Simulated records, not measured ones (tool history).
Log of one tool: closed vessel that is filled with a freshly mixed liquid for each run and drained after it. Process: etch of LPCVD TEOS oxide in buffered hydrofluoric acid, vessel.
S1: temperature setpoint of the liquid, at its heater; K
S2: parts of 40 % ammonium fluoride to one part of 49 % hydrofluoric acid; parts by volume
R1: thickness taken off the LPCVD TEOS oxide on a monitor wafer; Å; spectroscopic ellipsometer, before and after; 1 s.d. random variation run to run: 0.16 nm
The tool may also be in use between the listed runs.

Run 1, hour 0.0: S1 296.15 K, S2 22.0 parts by volume, time in the liquid (s) 30. Result: R1 244.66 Å.
Run 2, hour 3.6: S1 297.65 K, S2 22.0 parts by volume, time in the liquid (s) 30. Result: R1 268.02 Å.
Run 3, hour 6.5: S1 298.15 K, S2 22.0 parts by volume, time in the liquid (s) 30. Result: R1 276.08 Å.
Run 4, hour 13.1: S1 298.65 K, S2 22.0 parts by volume, time in the liquid (s) 30. Result: R1 285.91 Å.
Run 5, hour 18.4: S1 298.65 K, S2 22.0 parts by volume, time in the liquid (s) 30. Result: R1 283.20 Å.
Run 6, hour 24.7: S1 299.15 K, S2 22.0 parts by volume, time in the liquid (s) 30. Result: R1 293.12 Å.

Predict the results of run 7:
Run 7, hour 26.7: S1 299.65 K, S2 22.0 parts by volume, time in the liquid (s) 30. Result: R1 ?.

{"run 7": {"R1": 298.91}}

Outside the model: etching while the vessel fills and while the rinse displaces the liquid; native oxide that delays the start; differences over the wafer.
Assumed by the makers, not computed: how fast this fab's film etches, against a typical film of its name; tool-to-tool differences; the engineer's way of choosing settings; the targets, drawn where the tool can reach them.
